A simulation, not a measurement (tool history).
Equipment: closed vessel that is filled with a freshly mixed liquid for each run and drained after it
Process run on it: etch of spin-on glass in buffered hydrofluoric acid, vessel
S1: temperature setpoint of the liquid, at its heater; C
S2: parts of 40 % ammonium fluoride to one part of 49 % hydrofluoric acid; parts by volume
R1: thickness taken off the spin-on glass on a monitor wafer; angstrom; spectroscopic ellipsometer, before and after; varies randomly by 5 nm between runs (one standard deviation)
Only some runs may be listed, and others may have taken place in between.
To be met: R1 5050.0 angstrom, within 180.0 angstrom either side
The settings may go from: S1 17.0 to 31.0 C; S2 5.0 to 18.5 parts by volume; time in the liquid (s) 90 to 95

{"run": 1, "hour": 0.0, "S1": 23.0, "S2": 11.5, "time in the liquid (s)": 90, "R1": 4793.7}
{"run": 2, "hour": 4.0, "S1": 26.0, "S2": 11.5, "time in the liquid (s)": 90, "R1": 5703.8}
{"run": 3, "hour": 10.3, "S1": 26.0, "S2": 11.5, "time in the liquid (s)": 90, "R1": 5677.5}
{"run": 4, "hour": 12.4, "S1": 25.5, "S2": 11.5, "time in the liquid (s)": 90, "R1": 5576.0}
{"run": 5, "hour": 13.4, "S1": 25.5, "S2": 9.5, "time in the liquid (s)": 90, "R1": 6486.9}
{"run": 6, "hour": 20.2, "S1": 24.5, "S2": 9.5, "time in the liquid (s)": 90, "R1": 6184.3}
{"run": 7, "hour": 20.8, "S1": 23.5, "S2": 9.5, "time in the liquid (s)": 90, "R1": 6007.7}
{"run": 8, "hour": 24.4, "S1": 22.5, "S2": 9.5, "time in the liquid (s)": 90, "R1": 5562.5}
{"run": 9, "hour": 31.0, "S1": 22.0, "S2": 9.5, "time in the liquid (s)": 90, "R1": 5492.3}
{"run": 10, "hour": 35.0, "S1": 21.5, "S2": 9.5, "time in the liquid (s)": 90, "R1": 5298.6}
{"hour": 39.5, "done": "thermometer replaced"}
{"run": 11, "hour": 39.5, "S1": 21.0, "S2": 9.5, "time in the liquid (s)": 90, "R1": 4513.8}

Next run, 4 choices. One meets every target within its allowed miss, the rest don't. Which?
{"run": "A", "hour": 44.0, "S1": 21.0, "S2": 10.5, "time in the liquid (s)": 90, "R1": "?"}
{"run": "B", "hour": 44.0, "S1": 22.5, "S2": 9.0, "time in the liquid (s)": 90, "R1": "?"}
{"run": "C", "hour": 44.0, "S1": 25.0, "S2": 13.5, "time in the liquid (s)": 90, "R1": "?"}
{"run": "D", "hour": 44.0, "S1": 20.5, "S2": 10.0, "time in the liquid (s)": 90, "R1": "?"}

move=A R1=4181.7
move=B R1=5091.2
move=C R1=4074.7
move=D R1=4264.7
A: its largest miss is bigger than the last run's
B: in spec on every target
C: its largest miss is bigger than the last run's
D: its largest miss is bigger than the last run's
B meets every target.
